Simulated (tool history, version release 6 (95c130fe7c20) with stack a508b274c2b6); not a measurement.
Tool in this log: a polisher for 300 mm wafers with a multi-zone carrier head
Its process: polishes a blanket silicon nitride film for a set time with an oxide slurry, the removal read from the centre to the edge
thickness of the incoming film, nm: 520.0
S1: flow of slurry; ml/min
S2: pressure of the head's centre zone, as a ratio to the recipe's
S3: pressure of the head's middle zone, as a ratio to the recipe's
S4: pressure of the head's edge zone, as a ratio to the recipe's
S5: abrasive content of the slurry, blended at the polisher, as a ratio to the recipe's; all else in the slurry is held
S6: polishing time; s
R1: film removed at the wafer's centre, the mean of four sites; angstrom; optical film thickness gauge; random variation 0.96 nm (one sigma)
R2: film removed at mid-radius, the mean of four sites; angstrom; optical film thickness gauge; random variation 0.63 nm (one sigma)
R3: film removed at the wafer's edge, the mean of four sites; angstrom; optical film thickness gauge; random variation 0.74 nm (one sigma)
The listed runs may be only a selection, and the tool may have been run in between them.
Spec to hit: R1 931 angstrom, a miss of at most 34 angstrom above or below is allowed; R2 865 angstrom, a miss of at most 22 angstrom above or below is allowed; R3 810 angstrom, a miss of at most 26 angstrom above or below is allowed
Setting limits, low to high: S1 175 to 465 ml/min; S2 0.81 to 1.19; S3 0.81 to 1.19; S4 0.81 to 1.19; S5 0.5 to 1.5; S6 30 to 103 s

run    day   S1    S2    S3    S4    S5  S6      R1      R2      R3
  1      0  295     1     1     1     1  66  485.47  481.72  467.42
  2  0.175  295     1     1  0.96     1  66   487.5  479.16  471.74
  3  0.267  295     1     1  0.96   0.9  66  445.72  446.01  435.41
  4  0.421  300  1.01  1.01  0.98  1.05  69  528.17  520.01   500.7
  5  0.654  345  1.01  1.01  0.98  1.05  69  539.43  531.62  505.28
  6  0.721  330  1.02  1.02  0.99  1.15  73  604.41  593.76  562.76
     0.758  -- worn pad replaced by a new one
  7  0.758  325  1.03  1.03     1  1.25  76  699.15  690.79  655.07
  8  0.783  320  1.06  1.04  1.03   1.3  76  744.39  708.45  677.35
  9  0.988  310  1.08  1.06  1.05  1.35  76  757.65  733.52  691.66
 10  1.079  310  1.08  1.06  1.05  1.35  76  756.85  726.86  695.59
 11  1.292  325   1.1  1.08  1.07   1.4  76  794.69  751.74  730.19
 12  1.358  330  1.12   1.1  1.07   1.4  77  807.19  786.19   724.2
 13  1.721  330  1.13   1.1  1.08   1.4  78  838.55  790.72  736.55
 14  1.821  330  1.14  1.11  1.09   1.4  78  845.01  793.35  741.09
 15  2.138  335  1.15  1.12   1.1   1.4  78   844.8   805.8  741.44
 16    2.4  340  1.16  1.12  1.11   1.4  78  865.62  808.71  732.09
 17  2.679  340  1.16  1.12  1.12   1.4  78  858.61  796.81  742.04
 18  2.862  340  1.16  1.12  1.12   1.4  78  844.48  799.81  755.79

Exactly one of the 4 candidate moves below puts every result within its allowed miss. Which one?
  A  3.046  350  1.16  1.11  1.17   1.4  79   ?   ?   ?
  B  3.046  330  1.06  1.08  1.19   1.1  87   ?   ?   ?
  C  3.046  345  1.15   1.1  1.09  1.45  84   ?   ?   ?
  D  3.046  250  1.11  0.98  1.18   1.2  93   ?   ?   ?

move      R1      R2      R3
   A  868.13  811.45  778.15
   B  776.04  776.88  770.35
   C  926.87  867.51  808.72
   D  875.69  773.68  836.91
A: gains on the last run, yet a result remains outside its allowed miss
B: the biggest miss grows against the last run
C: each result inside its tolerance
D: the biggest miss grows against the last run
Answer: C
